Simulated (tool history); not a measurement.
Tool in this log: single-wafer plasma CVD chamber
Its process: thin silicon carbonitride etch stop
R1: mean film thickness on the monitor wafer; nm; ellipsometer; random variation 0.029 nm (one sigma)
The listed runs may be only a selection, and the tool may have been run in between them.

Run 1, hour 0.0: RF power (W) 200, deposition time (s) 9.89. Result: R1 5.5277 nm.
Run 2, hour 6.5: RF power (W) 205, deposition time (s) 10.09. Result: R1 5.6322 nm.
Run 3, hour 14.0: RF power (W) 180, deposition time (s) 10.09. Result: R1 5.4439 nm.
Run 4, hour 20.7: RF power (W) 180, deposition time (s) 9.32. Result: R1 5.0273 nm.
Run 5, hour 22.8: RF power (W) 190, deposition time (s) 9.59. Result: R1 5.2716 nm.
Run 6, hour 25.4: RF power (W) 205, deposition time (s) 9.59. Result: R1 5.3927 nm.
Run 7, hour 31.6: RF power (W) 210, deposition time (s) 9.82. Result: R1 5.5441 nm.
Run 8, hour 36.5: RF power (W) 215, deposition time (s) 10.04. Result: R1 5.7139 nm.
Run 9, hour 41.3: RF power (W) 220, deposition time (s) 10.22. Result: R1 5.8572 nm.
Run 10, hour 48.3: RF power (W) 225, deposition time (s) 10.38. Result: R1 5.9710 nm.
Run 11, hour 48.9: RF power (W) 230, deposition time (s) 10.54. Result: R1 6.1046 nm.

Expected results for the next run?
Run 12, hour 50.0: RF power (W) 235, deposition time (s) 10.68. Result: R1 ?.

R1: 6.2544 nm
